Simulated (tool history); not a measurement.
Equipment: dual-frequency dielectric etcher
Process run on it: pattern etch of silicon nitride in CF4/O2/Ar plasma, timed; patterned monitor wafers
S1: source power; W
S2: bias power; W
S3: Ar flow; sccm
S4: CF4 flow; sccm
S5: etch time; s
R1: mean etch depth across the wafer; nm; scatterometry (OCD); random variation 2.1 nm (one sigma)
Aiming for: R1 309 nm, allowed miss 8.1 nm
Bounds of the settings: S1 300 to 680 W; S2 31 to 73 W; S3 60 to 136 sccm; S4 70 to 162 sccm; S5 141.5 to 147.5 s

{"run": 1, "day": 0.0, "S1": 490, "S2": 52, "S3": 98, "S4": 116, "S5": 141.5, "R1": 259.53}
{"run": 2, "day": 0.233, "S1": 520, "S2": 52, "S3": 98, "S4": 116, "S5": 141.5, "R1": 273.6}
{"run": 3, "day": 0.588, "S1": 520, "S2": 52, "S3": 104, "S4": 116, "S5": 141.5, "R1": 274.71}
{"run": 4, "day": 0.692, "S1": 520, "S2": 52, "S3": 114, "S4": 116, "S5": 141.5, "R1": 273.48}
{"run": 5, "day": 0.821, "S1": 520, "S2": 52, "S3": 114, "S4": 116, "S5": 147.5, "R1": 283.54}
{"run": 6, "day": 0.958, "S1": 530, "S2": 52, "S3": 114, "S4": 116, "S5": 147.5, "R1": 287.72}
{"run": 7, "day": 1.112, "S1": 540, "S2": 52, "S3": 114, "S4": 116, "S5": 147.5, "R1": 297.43}
{"day": 1.312, "done": "CF4 flow controller replaced"}
{"run": 8, "day": 1.312, "S1": 550, "S2": 52, "S3": 114, "S4": 116, "S5": 147.5, "R1": 300.04}

Of the 4 settings listed for the next run, only one would bring every result within its allowed miss of target. Which one?
{"run": "A", "day": 1.512, "S1": 580, "S2": 57, "S3": 113, "S4": 112, "S5": 147, "R1": "?"}
{"run": "B", "day": 1.512, "S1": 620, "S2": 52, "S3": 104, "S4": 124, "S5": 143.5, "R1": "?"}
{"run": "C", "day": 1.512, "S1": 540, "S2": 58, "S3": 115, "S4": 141, "S5": 145.5, "R1": "?"}
{"run": "D", "day": 1.512, "S1": 610, "S2": 54, "S3": 112, "S4": 110, "S5": 143.5, "R1": "?"}

move=A R1=327.09
move=B R1=336.29
move=C R1=310.61
move=D R1=328.37
A: takes the biggest miss from the last run beyond its target
B: takes the biggest miss from the last run beyond its target
C: all results in spec
D: takes the biggest miss from the last run beyond its target
Answer: C

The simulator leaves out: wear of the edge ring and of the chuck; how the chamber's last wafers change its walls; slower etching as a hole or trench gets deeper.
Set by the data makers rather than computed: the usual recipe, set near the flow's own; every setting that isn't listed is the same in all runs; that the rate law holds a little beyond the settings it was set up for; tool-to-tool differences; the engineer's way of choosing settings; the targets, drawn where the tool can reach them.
